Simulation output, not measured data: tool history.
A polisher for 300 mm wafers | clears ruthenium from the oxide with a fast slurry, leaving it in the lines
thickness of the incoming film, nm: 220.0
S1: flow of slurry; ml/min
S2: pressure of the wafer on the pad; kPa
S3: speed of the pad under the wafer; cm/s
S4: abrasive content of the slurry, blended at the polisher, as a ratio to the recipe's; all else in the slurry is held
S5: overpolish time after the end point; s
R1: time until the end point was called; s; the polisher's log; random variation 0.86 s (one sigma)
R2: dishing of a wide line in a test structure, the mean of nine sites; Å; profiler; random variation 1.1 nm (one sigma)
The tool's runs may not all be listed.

run,hour,S1,S2,S3,S4,S5,R1,R2
1,0,275,17.9,118,1,19,52.619,556.77
2,6.5,275,20,118,1,19,47.85,613.77
3,12.9,275,23.4,118,1,19,40.03,671.74
4,16.2,275,23.4,118,0.9,19,42.237,657.69
5,17.4,275,23.4,118,0.9,12,42.769,465.8
6,25.3,275,20,118,0.9,12,50.059,421.21
7,34.1,275,19.3,118,0.9,13,51.023,436.24
8,37,275,18.6,118,0.9,14,52.082,451.95

The next listed run, before its measurement:
9,44,275,17.9,118,0.9,15,?,?

Run 9 gave R1 54.57 s, R2 462.49 Å.

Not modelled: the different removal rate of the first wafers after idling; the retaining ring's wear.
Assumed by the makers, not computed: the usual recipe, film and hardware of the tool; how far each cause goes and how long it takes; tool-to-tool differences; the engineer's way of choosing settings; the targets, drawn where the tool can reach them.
